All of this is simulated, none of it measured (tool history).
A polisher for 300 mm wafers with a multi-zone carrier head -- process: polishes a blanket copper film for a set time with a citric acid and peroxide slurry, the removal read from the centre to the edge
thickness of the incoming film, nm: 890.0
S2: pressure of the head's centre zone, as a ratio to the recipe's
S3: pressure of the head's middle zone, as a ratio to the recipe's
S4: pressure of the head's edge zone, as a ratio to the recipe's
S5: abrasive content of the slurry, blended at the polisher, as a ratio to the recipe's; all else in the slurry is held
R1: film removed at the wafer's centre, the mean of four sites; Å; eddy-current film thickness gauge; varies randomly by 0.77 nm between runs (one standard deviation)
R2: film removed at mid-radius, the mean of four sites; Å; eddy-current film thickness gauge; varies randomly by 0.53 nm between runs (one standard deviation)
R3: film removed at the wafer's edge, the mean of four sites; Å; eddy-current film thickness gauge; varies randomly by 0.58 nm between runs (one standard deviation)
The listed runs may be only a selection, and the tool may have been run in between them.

{"run": 1, "hour": 0.0, "flow of slurry (ml/min)": 250, "S2": 1, "S3": 1, "S4": 1, "S5": 1, "polishing time (s)": 85, "R1": 1025.2, "R2": 1029.9, "R3": 1008.8}
{"run": 2, "hour": 8.7, "flow of slurry (ml/min)": 250, "S2": 0.99, "S3": 0.99, "S4": 0.98, "S5": 0.9, "polishing time (s)": 79, "R1": 913.39, "R2": 913.84, "R3": 906.35}
{"run": 3, "hour": 11.3, "flow of slurry (ml/min)": 250, "S2": 0.99, "S3": 0.99, "S4": 1.06, "S5": 0.9, "polishing time (s)": 79, "R1": 914.91, "R2": 914.52, "R3": 949.83}
{"run": 4, "hour": 17.0, "flow of slurry (ml/min)": 250, "S2": 1.06, "S3": 0.99, "S4": 1.06, "S5": 0.9, "polishing time (s)": 79, "R1": 978.49, "R2": 911.2, "R3": 936.9}
{"run": 5, "hour": 21.9, "flow of slurry (ml/min)": 250, "S2": 1.05, "S3": 0.99, "S4": 1.03, "S5": 0.85, "polishing time (s)": 74, "R1": 918.13, "R2": 853.74, "R3": 879.46}
{"run": 6, "hour": 27.1, "flow of slurry (ml/min)": 250, "S2": 1.04, "S3": 1, "S4": 1, "S5": 0.8, "polishing time (s)": 69, "R1": 827.94, "R2": 793.08, "R3": 783.34}
{"run": 7, "hour": 32.7, "flow of slurry (ml/min)": 250, "S2": 1.03, "S3": 1, "S4": 0.98, "S5": 0.75, "polishing time (s)": 67, "R1": 778.37, "R2": 764.27, "R3": 738.43}
{"run": 8, "hour": 35.6, "flow of slurry (ml/min)": 250, "S2": 1.02, "S3": 0.99, "S4": 0.96, "S5": 0.7, "polishing time (s)": 65, "R1": 732.28, "R2": 719.37, "R3": 707.43}

What will run 9 give?
{"run": 9, "hour": 44.4, "flow of slurry (ml/min)": 250, "S2": 1.01, "S3": 0.99, "S4": 0.94, "S5": 0.65, "polishing time (s)": 64, "R1": "?", "R2": "?", "R3": "?"}

R1: 718.49 Å
R2: 706.26 Å
R3: 679.29 Å
